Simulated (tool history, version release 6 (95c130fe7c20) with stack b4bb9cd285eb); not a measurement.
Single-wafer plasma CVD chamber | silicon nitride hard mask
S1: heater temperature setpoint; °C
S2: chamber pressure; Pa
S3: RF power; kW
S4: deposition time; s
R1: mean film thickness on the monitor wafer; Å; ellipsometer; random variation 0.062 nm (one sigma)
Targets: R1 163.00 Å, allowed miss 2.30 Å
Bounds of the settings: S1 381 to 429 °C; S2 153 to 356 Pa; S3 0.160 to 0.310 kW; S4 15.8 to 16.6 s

run,day,S1,S2,S3,S4,R1
1,0.000,405,255,0.235,16.6,190.78
2,0.162,413,255,0.235,16.6,188.00
3,0.388,414,227,0.230,16.6,181.03
4,0.596,414,208,0.225,16.6,172.40
# day 0.817: thermocouple changed; heater temperature recalibrated
5,0.817,414,189,0.225,16.6,170.18
6,1.104,418,189,0.225,16.6,168.92
7,1.183,418,181,0.225,16.6,167.68
8,1.325,418,175,0.225,16.6,166.23
9,1.450,418,171,0.225,16.6,165.25

4 next moves are on the table. One of them brings every result within its allowed miss. Which?
A,1.575,423,161,0.250,16.0,?
B,1.575,423,155,0.240,16.4,?
C,1.575,414,156,0.240,16.3,?
D,1.575,419,153,0.235,16.1,?

move,R1
A,170.67
B,167.65
C,167.71
D,161.81
A: further off than the last run
B: further off than the last run
C: further off than the last run
D: meets every target
The right move is D.
